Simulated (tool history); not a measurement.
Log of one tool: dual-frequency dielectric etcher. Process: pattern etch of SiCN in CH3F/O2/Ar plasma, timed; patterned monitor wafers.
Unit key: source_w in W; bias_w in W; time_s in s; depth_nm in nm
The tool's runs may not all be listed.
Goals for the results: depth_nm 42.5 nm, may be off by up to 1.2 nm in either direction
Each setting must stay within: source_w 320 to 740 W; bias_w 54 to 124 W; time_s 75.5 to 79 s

run 1 hour=0 | source_w=530 bias_w=89 time_s=75.5 | depth_nm=34.654
run 2 hour=2.5 | source_w=600 bias_w=89 time_s=75.5 | depth_nm=36.761
run 3 hour=8.5 | source_w=630 bias_w=92 time_s=76 | depth_nm=37.275
run 4 hour=17.4 | source_w=670 bias_w=92 time_s=76 | depth_nm=38.612
run 5 hour=19 | source_w=590 bias_w=92 time_s=76 | depth_nm=36.443
run 6 hour=25.3 | source_w=620 bias_w=95 time_s=77 | depth_nm=38.338
run 7 hour=30.9 | source_w=640 bias_w=98 time_s=77.5 | depth_nm=39.558
run 8 hour=35.7 | source_w=660 bias_w=100 time_s=77.5 | depth_nm=40.371

Which of these 5 next moves meets every target?
run A hour=40.5 | source_w=590 bias_w=89 time_s=77 | depth_nm=?
run B hour=40.5 | source_w=560 bias_w=90 time_s=79 | depth_nm=?
run C hour=40.5 | source_w=680 bias_w=105 time_s=79 | depth_nm=?
run D hour=40.5 | source_w=620 bias_w=102 time_s=77.5 | depth_nm=?
run E hour=40.5 | source_w=680 bias_w=81 time_s=78.5 | depth_nm=?

move=A depth_nm=36.91
move=B depth_nm=37.178
move=C depth_nm=42.237
move=D depth_nm=39.537
move=E depth_nm=38.822
A: lands further from the targets than the last run did
B: lands further from the targets than the last run did
C: meets every target
D: lands further from the targets than the last run did
E: lands further from the targets than the last run did
Correct choice: C, which meets every target

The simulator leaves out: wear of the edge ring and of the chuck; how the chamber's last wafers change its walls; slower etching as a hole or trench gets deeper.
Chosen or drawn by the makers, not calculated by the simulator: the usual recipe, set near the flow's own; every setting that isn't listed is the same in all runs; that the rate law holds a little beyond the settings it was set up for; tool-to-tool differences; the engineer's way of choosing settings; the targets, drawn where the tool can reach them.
